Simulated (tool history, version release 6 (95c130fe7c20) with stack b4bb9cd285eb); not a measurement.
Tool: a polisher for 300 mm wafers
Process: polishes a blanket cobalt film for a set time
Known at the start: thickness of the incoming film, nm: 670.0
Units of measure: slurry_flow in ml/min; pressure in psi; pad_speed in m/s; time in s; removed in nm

run	hour	slurry_flow	pressure	pad_speed	time	removed
1	0	255	2	0.94	35	185.66
2	6.1	255	2.3	0.94	35	211.1
3	14.3	255	2	0.92	35	177.14
4	20.4	255	1.8	0.92	35	161.99
5	24.8	255	1.8	0.92	35	163.64
6	25.6	255	1.6	0.92	35	145.04
7	34.4	255	1.5	0.92	35	137.14
8	42.3	255	1.4	0.92	35	129.24

Run 9 comes next. What will it give?
9	50.6	255	1.3	0.92	35	?

removed: 121.62 nm
